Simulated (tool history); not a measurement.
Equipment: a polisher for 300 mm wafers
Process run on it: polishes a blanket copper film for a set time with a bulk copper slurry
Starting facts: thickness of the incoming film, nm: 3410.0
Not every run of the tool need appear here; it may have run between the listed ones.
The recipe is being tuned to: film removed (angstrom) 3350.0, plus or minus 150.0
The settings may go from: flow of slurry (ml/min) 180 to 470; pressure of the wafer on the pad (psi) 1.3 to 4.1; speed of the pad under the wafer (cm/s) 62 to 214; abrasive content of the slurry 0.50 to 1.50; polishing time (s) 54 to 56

run,hour,flow of slurry (ml/min),pressure of the wafer on the pad (psi),speed of the pad under the wafer (cm/s),abrasive content of the slurry,polishing time (s),film removed (angstrom)
1,0.0,300,2.7,138,1.00,54,5615.7
2,6.4,300,2.3,136,1.00,54,4815.3
3,11.2,300,2.3,168,1.00,54,5690.3
4,16.6,300,1.9,168,1.00,54,4615.8
5,24.7,325,1.9,168,1.00,54,4666.8
6,28.7,325,1.9,190,1.00,54,5169.2
7,32.9,325,1.7,180,1.00,54,4528.5
8,41.3,325,1.6,172,1.00,54,4102.0
9,48.4,325,1.3,158,1.00,54,3071.4

Below are 4 possible settings for the next run. Only one of them brings all results inside the allowed miss of their targets. Which is it?
A,55.5,180,1.3,198,1.15,55,?
B,55.5,340,1.4,150,1.05,55,?
C,55.5,360,1.4,108,1.20,54,?
D,55.5,300,1.6,102,1.40,54,?

move,film removed (angstrom)
A,3684.0
B,3315.2
C,2590.6
D,2868.2
A: moves the result that the last run missed by most past its target, out the other side
B: hits every target within its allowed miss
C: lands further from the targets than the last run did
D: lands further from the targets than the last run did
Go with B: it meets all targets.
